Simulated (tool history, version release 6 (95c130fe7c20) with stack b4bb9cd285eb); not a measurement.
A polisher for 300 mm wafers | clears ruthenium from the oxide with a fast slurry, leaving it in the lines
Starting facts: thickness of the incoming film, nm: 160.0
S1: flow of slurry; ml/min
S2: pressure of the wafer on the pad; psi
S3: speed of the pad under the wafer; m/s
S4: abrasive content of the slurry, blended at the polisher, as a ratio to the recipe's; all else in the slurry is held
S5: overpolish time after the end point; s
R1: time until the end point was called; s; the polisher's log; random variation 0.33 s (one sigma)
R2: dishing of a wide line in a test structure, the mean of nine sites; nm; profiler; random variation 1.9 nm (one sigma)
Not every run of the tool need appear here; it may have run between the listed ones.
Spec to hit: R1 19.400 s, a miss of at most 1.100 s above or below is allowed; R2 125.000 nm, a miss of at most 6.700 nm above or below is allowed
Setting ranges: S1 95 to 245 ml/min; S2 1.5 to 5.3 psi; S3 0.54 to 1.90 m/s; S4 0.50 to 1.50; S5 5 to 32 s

| run | hour | S1 | S2 | S3 | S4 | S5 | R1 | R2 |
|---|---|---|---|---|---|---|---|---|
| 1 | 0.0 | 155 | 3.4 | 1.22 | 1.00 | 16 | 23.528 | 83.708 |
| 2 | 5.4 | 155 | 3.6 | 1.22 | 1.00 | 18 | 22.762 | 96.819 |
| 3 | 9.0 | 155 | 3.8 | 1.22 | 1.00 | 19 | 21.558 | 104.060 |
| 4 | 17.2 | 155 | 3.5 | 1.22 | 1.00 | 19 | 23.235 | 95.804 |
| 5 | 23.3 | 155 | 3.2 | 1.22 | 1.00 | 19 | 25.016 | 92.918 |
| 6 | 24.3 | 155 | 3.5 | 1.22 | 1.00 | 20 | 23.447 | 101.810 |
| 7 | 30.8 | 155 | 3.7 | 1.22 | 1.00 | 20 | 21.946 | 101.090 |
| 8 | 37.7 | 155 | 3.8 | 1.24 | 1.00 | 21 | 20.709 | 110.520 |
| 9 | 40.4 | 155 | 3.8 | 1.24 | 1.00 | 21 | 21.136 | 111.560 |
| 10 | 47.4 | 155 | 3.9 | 1.24 | 1.00 | 21 | 21.318 | 112.870 |

Exercise: of the 5 proposed moves below, exactly one satisfies all targets within the stated allowed misses. Which move is it?
| A | 54.4 | 150 | 3.9 | 1.34 | 1.00 | 22 | ? | ? |
| B | 54.4 | 195 | 3.2 | 1.32 | 0.95 | 22 | ? | ? |
| C | 54.4 | 155 | 3.7 | 1.12 | 1.15 | 20 | ? | ? |
| D | 54.4 | 155 | 4.6 | 0.86 | 1.30 | 26 | ? | ? |
| E | 54.4 | 210 | 3.9 | 1.20 | 1.05 | 20 | ? | ? |

| move | R1 | R2 |
|---|---|---|
| A | 19.590 | 119.860 |
| B | 23.698 | 105.040 |
| C | 23.019 | 100.100 |
| D | 22.882 | 120.800 |
| E | 20.348 | 109.390 |
A: in spec on every target
B: moves away from the targets compared with the last run
C: moves away from the targets compared with the last run
D: brings the last run's worst result on target, with another outside its allowed miss
E: moves away from the targets compared with the last run
A is the move that brings every result within its allowed miss.

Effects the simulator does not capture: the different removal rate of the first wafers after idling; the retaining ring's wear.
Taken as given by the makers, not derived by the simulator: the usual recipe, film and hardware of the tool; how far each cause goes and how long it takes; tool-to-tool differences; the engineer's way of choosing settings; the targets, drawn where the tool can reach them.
